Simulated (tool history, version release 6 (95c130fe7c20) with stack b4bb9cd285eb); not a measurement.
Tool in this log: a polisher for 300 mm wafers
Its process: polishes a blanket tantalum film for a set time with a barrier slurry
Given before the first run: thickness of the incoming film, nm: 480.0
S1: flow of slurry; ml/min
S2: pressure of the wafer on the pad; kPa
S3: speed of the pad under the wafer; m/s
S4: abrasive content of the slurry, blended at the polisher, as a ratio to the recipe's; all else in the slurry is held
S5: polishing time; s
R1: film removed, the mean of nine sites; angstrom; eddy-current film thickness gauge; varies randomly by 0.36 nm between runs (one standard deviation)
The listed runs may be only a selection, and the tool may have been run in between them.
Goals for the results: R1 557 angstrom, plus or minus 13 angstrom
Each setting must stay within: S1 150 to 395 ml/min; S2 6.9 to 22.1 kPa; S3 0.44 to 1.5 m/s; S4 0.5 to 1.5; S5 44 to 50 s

run,hour,S1,S2,S3,S4,S5,R1
1,0,250,14.5,0.96,1,50,803.02
2,2.6,250,14.5,0.96,0.85,50,739.6
3,5.4,200,14.5,0.96,0.85,50,725.52
4,9.2,240,14.5,0.96,0.85,50,736.12
5,11.4,180,14.5,0.96,0.85,50,713.59
6,19.8,180,14.5,0.96,0.85,44,619.29
7,25.1,175,14.5,0.96,0.85,44,622.6
8,29.7,170,14.5,0.96,0.85,44,617.38
9,31.7,165,14.5,0.96,0.85,44,623.44
10,36.1,165,12.4,0.96,0.85,44,527.42
11,45,165,12.4,0.96,0.85,44,536.55
12,47.7,170,12.4,0.96,0.85,44,529.37
13,51.8,180,12.4,0.96,0.85,44,543.78
14,57.2,185,12.4,0.96,0.85,44,543.05

4 candidate next runs follow, results not yet known. Just one meets every target within its allowed miss. Identify it.
A,62.6,155,14.5,1.02,0.65,45,?
B,62.6,165,11.7,1.06,0.95,46,?
C,62.6,150,12.4,1.02,1,44,?
D,62.6,190,12.4,0.82,0.85,48,?

move,R1
A,551.19
B,599.41
C,590.68
D,524.23
A: every result within its allowed miss
B: carries the result that was furthest off beyond its target, to the other side
C: carries the result that was furthest off beyond its target, to the other side
D: further off than the last run
Answer: A
